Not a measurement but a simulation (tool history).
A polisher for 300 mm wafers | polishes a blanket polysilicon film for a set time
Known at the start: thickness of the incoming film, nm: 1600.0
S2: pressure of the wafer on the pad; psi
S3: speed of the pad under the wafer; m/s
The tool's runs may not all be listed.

run 1 hour=0 | flow_of_slurry_(ml/min)=185 S2=1.9 S3=1.04 polishing_time_(s)=86 | film_removed_(nm)=500.9
run 2 hour=5.5 | flow_of_slurry_(ml/min)=185 S2=1.9 S3=0.8 polishing_time_(s)=86 | film_removed_(nm)=387
run 3 hour=10.7 | flow_of_slurry_(ml/min)=185 S2=1.6 S3=0.8 polishing_time_(s)=86 | film_removed_(nm)=326.25
run 4 hour=15.7 | flow_of_slurry_(ml/min)=185 S2=2 S3=0.86 polishing_time_(s)=86 | film_removed_(nm)=429.22
-- hour=22.2 slurry nozzle cleaned
run 5 hour=22.2 | flow_of_slurry_(ml/min)=185 S2=2 S3=0.86 polishing_time_(s)=86 | film_removed_(nm)=451.52
run 6 hour=23.2 | flow_of_slurry_(ml/min)=185 S2=2 S3=0.86 polishing_time_(s)=86 | film_removed_(nm)=453.78
run 7 hour=24.5 | flow_of_slurry_(ml/min)=185 S2=2.3 S3=0.86 polishing_time_(s)=86 | film_removed_(nm)=528.1

The next listed run, before its measurement:
run 8 hour=29.9 | flow_of_slurry_(ml/min)=185 S2=2.3 S3=0.86 polishing_time_(s)=86 | film_removed_(nm)=?

{"run 8": {"film removed (nm)": 527.82}}
